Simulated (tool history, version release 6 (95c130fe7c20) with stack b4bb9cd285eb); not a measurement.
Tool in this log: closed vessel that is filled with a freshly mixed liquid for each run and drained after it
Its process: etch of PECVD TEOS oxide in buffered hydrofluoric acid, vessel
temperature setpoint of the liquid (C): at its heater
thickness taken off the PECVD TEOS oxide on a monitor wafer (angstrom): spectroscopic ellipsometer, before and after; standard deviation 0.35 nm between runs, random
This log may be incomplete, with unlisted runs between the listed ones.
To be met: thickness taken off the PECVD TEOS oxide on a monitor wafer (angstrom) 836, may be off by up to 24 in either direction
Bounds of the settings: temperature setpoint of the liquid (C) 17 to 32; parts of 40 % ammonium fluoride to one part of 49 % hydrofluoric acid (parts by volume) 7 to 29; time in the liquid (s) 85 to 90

run	hour	temperature setpoint of the liquid (C)	parts of 40 % ammonium fluoride to one part of 49 % hydrofluoric acid (parts by volume)	time in the liquid (s)	thickness taken off the PECVD TEOS oxide on a monitor wafer (angstrom)
1	0	25	18	85	1243
2	2.3	23.5	18	85	1137.6
3	10.2	23.5	22.5	85	921.66
4	15.9	23.5	22.5	85	915.36
5	22	23.5	22.5	90	981.56
6	26.5	23.5	18	90	1201.5
7	31.8	22.5	18	90	1135.9
8	33.7	21.5	18	90	1070.8
9	38.4	21.5	18	90	1083.9
10	40.3	21.5	18	90	1074.8
11	43.1	20.5	18	90	1022.3
12	47.7	20	18	90	988.96
13	49.2	19.5	18	90	963.24
14	51	19	18	90	940.21

Below are 4 possible settings for the next run. Only one of them brings all results inside the allowed miss of their targets. Which is it?
A	52.8	23.5	19	90	?
B	52.8	20.5	19.5	85	?
C	52.8	17	17	85	?
D	52.8	19.5	19	90	?

move	thickness taken off the PECVD TEOS oxide on a monitor wafer (angstrom)
A	1144.8
B	892.5
C	838.29
D	916.63
A: moves away from the targets compared with the last run
B: nearer the targets than the last run, but a result is still out of spec
C: all results in spec
D: nearer the targets than the last run, but a result is still out of spec
Correct choice: C, which meets every target
